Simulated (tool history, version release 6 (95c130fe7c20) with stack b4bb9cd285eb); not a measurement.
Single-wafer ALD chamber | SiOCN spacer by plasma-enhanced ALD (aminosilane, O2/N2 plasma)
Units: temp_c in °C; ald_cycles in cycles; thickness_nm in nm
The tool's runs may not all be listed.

run  hour  temp_c  ald_cycles  thickness_nm
  1     0     380          71        5.0725
  2   9.2     372          71        5.0421
  3  14.6     372          75        5.3317
  4  21.8     372          76        5.3928
  5  28.2     372          77        5.4885
  6  32.9     372          78        5.5327

Run 7 comes next. What will it give?
  7  35.3     372          79             ?

thickness_nm: 5.6309 nm

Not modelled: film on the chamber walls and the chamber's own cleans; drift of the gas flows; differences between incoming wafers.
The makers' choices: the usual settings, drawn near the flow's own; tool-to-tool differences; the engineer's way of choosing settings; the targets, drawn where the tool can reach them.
